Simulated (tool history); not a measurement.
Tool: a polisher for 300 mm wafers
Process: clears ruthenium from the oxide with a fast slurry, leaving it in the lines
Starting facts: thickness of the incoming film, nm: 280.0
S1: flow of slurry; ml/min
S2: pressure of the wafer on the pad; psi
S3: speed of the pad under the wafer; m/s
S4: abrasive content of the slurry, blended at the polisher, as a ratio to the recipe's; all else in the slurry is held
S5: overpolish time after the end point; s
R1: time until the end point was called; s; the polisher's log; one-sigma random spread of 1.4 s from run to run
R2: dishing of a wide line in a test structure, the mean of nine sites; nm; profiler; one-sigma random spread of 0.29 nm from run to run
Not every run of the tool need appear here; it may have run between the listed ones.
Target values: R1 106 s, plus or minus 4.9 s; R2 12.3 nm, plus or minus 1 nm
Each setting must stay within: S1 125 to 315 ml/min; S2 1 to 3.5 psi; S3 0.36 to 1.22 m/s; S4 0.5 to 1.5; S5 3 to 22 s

run  hour   S1   S2    S3    S4  S5      R1      R2
  1     0  205  2.2  0.78     1  11   93.62  28.362
  2   5.1  205  2.5  0.78     1  11  85.525  31.927
  3  13.1  245  2.5  0.78     1  11  83.317  31.845
  4  21.6  245  2.4  0.78     1  10   87.33  29.019
  5  23.8  265  2.4  0.78     1  10  83.628  28.291
  6  25.7  265  2.4  0.64     1  10  103.14  24.896
  7  33.5  275  2.3  0.66  0.95   9  105.87  21.182
  8  34.1  275  2.3  0.66  0.95   9  105.35  20.174
  9  35.4  275  2.3  0.66   0.9   8   110.9  19.293
 10  36.2  265    2  0.66  1.15   3   105.3  7.3396
 11  41.7  265  2.1  0.66   1.1   3  104.99  7.7952
 12  45.7  265  2.2  0.66  1.05   3   105.2  7.4248
 13  46.7  265  2.2  0.66  1.05   4  104.67  9.7198

Which of these 5 next moves meets every target?
  A  47.7  270  2.1  0.62  1.25   3   ?   ?
  B  47.7  265    2   0.7     1   4   ?   ?
  C  47.7  245  1.9  0.78     1   3   ?   ?
  D  47.7  275  2.4  0.58  1.15   5   ?   ?
  E  47.7  235  2.4  0.78  0.85   6   ?   ?

move      R1      R2
   A  104.35  7.7625
   B   109.9  9.7741
   C  103.79  7.8039
   D  104.69  12.722
   E  98.406  16.089
A: the biggest miss grows against the last run
B: no nearer and no further than the last run
C: the biggest miss grows against the last run
D: every result lands within tolerance
E: pushes the last run's worst result past its target
The move that meets every target is D.

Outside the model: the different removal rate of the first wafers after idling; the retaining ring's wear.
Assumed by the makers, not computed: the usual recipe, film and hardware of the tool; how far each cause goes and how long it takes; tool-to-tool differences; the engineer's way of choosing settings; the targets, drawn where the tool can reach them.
